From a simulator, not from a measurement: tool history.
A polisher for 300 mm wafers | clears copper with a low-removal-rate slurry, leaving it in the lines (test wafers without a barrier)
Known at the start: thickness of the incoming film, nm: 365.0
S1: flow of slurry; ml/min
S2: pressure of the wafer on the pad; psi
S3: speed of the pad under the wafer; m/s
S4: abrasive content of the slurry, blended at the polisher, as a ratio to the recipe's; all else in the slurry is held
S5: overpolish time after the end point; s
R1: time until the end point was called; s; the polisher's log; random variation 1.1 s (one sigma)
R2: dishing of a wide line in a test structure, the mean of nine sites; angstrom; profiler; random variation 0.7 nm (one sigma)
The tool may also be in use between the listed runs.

| run | day | S1 | S2 | S3 | S4 | S5 | R1 | R2 |
|---|---|---|---|---|---|---|---|---|
| 1 | 0.000 | 275 | 2.1 | 1.42 | 1.0 | 23 | 141.98 | 361.89 |
| 2 | 0.138 | 215 | 2.1 | 1.42 | 1.0 | 23 | 145.90 | 364.90 |
| 3 | 0.333 | 215 | 2.1 | 1.42 | 1.0 | 24 | 146.83 | 372.95 |
| 4 | 0.633 | 180 | 2.1 | 1.42 | 1.0 | 24 | 151.88 | 368.33 |
| 5 | 0.671 | 195 | 2.1 | 1.42 | 1.0 | 25 | 149.77 | 377.95 |
| 6 | 0.842 | 195 | 2.4 | 1.42 | 1.0 | 25 | 130.81 | 424.72 |
| 7 | 1.054 | 195 | 2.4 | 1.42 | 1.0 | 26 | 130.75 | 434.49 |
| 8 | 1.292 | 195 | 2.4 | 1.42 | 1.0 | 27 | 129.67 | 436.76 |
| 9 | 1.358 | 195 | 2.4 | 1.42 | 1.0 | 28 | 129.74 | 453.71 |

The next listed run, before its measurement:
| 10 | 1.504 | 195 | 2.4 | 1.42 | 1.0 | 29 | ? | ? |

R1: 130.36 s
R2: 469.74 angstrom
